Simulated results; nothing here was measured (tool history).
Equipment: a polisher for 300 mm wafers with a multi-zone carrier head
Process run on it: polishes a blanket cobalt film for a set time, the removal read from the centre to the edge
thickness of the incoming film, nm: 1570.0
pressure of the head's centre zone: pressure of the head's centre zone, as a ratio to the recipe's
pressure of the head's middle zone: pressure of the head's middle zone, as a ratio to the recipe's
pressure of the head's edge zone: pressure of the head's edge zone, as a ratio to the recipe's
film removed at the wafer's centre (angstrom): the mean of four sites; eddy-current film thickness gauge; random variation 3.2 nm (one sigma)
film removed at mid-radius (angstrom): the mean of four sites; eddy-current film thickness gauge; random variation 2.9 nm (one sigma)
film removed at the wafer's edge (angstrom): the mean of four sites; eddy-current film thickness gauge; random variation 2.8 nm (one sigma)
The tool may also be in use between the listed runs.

run  hour  flow of slurry (ml/min)  pressure of the head's centre zone  pressure of the head's middle zone  pressure of the head's edge zone  polishing time (s)  film removed at the wafer's centre (angstrom)  film removed at mid-radius (angstrom)  film removed at the wafer's edge (angstrom)
  1   0.0                      210                                1.00                                1.00                              1.00                  56                                         1816.6                                 1831.7                                       1922.0
  2   4.6                      210                                1.00                                1.00                              0.95                  56                                         1862.5                                 1870.4                                       1823.0
  3   6.0                      210                                1.00                                1.07                              0.95                  56                                         1844.3                                 1936.3                                       1856.1
  4  12.3                      215                                1.01                                1.08                              0.96                  57                                         1911.3                                 2023.0                                       1912.1
  5  17.1                      170                                1.01                                1.08                              0.96                  57                                         1818.9                                 1893.0                                       1846.1
  6  19.3                      185                                1.02                                1.09                              0.97                  58                                         1859.4                                 2010.4                                       1887.3
  7  21.8                      195                                1.03                                1.09                              0.98                  59                                         1936.5                                 2104.9                                       1966.9
  8  25.7                      205                                1.04                                1.08                              0.99                  60                                         2030.1                                 2129.9                                       2033.1
  9  33.3                      215                                1.05                                1.08                              1.00                  60                                         2064.2                                 2118.5                                       2010.8

Run 10, settings as shown, results not yet in. Your forecast:
 10  40.5                      220                                1.05                                1.08                              1.01                  61                                              ?                                      ?                                            ?

film removed at the wafer's centre (angstrom): 2168.7
film removed at mid-radius (angstrom): 2211.5
film removed at the wafer's edge (angstrom): 2053.2

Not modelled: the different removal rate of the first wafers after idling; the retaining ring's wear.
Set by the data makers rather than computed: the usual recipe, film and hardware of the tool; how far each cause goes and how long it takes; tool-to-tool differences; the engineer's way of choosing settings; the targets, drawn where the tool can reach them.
